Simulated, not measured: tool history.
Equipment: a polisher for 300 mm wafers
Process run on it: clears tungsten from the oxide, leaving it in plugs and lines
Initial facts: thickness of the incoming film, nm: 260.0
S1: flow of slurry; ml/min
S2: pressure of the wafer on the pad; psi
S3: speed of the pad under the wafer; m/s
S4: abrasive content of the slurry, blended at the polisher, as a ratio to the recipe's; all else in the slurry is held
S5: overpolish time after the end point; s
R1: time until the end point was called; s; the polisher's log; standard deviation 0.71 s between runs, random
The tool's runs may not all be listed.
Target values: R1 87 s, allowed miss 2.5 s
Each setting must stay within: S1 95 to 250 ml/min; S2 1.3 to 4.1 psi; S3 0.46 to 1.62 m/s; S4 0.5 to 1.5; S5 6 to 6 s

{"run": 1, "hour": 0.0, "S1": 160, "S2": 2.7, "S3": 1.04, "S4": 1, "S5": 6, "R1": 70.585}
{"run": 2, "hour": 7.5, "S1": 155, "S2": 2.5, "S3": 1.04, "S4": 1, "S5": 6, "R1": 76.381}
{"run": 3, "hour": 13.3, "S1": 155, "S2": 2.5, "S3": 1.04, "S4": 0.85, "S5": 6, "R1": 78.464}
{"run": 4, "hour": 18.1, "S1": 150, "S2": 2.4, "S3": 1.04, "S4": 0.85, "S5": 6, "R1": 80.977}
{"run": 5, "hour": 25.5, "S1": 150, "S2": 2.4, "S3": 1.22, "S4": 0.85, "S5": 6, "R1": 72.716}
{"hour": 31.3, "done": "slurry blender recalibrated"}
{"run": 6, "hour": 31.3, "S1": 150, "S2": 2.4, "S3": 1.22, "S4": 0.85, "S5": 6, "R1": 69.222}
{"run": 7, "hour": 32.1, "S1": 130, "S2": 1.7, "S3": 1.22, "S4": 0.85, "S5": 6, "R1": 97.834}
{"run": 8, "hour": 35.7, "S1": 145, "S2": 1.7, "S3": 1.22, "S4": 0.85, "S5": 6, "R1": 95.069}
{"run": 9, "hour": 41.5, "S1": 155, "S2": 1.7, "S3": 1.22, "S4": 0.85, "S5": 6, "R1": 92.755}
{"run": 10, "hour": 42.8, "S1": 165, "S2": 1.7, "S3": 1.22, "S4": 0.85, "S5": 6, "R1": 91.614}
{"run": 11, "hour": 46.6, "S1": 170, "S2": 1.7, "S3": 1.22, "S4": 0.85, "S5": 6, "R1": 91.479}
{"run": 12, "hour": 47.5, "S1": 175, "S2": 1.7, "S3": 1.22, "S4": 0.85, "S5": 6, "R1": 93.496}

5 next moves are on the table. One of them brings every result within its allowed miss. Which?
{"run": "A", "hour": 48.4, "S1": 200, "S2": 1.5, "S3": 1.2, "S4": 1, "S5": 6, "R1": "?"}
{"run": "B", "hour": 48.4, "S1": 155, "S2": 1.8, "S3": 1.2, "S4": 1.05, "S5": 6, "R1": "?"}
{"run": "C", "hour": 48.4, "S1": 135, "S2": 2, "S3": 1.04, "S4": 0.85, "S5": 6, "R1": "?"}
{"run": "D", "hour": 48.4, "S1": 170, "S2": 1.7, "S3": 1.24, "S4": 0.8, "S5": 6, "R1": "?"}
{"run": "E", "hour": 48.4, "S1": 175, "S2": 1.7, "S3": 1.22, "S4": 0.9, "S5": 6, "R1": "?"}

move=A R1=99.864
move=B R1=86.683
move=C R1=96.012
move=D R1=93.676
move=E R1=91.918
A: misses by more than the last run did
B: every result lands within tolerance
C: misses by more than the last run did
D: roughly where the last run was
E: moves toward the targets from the last run without getting all of them in spec
Correct choice: B, which meets every target
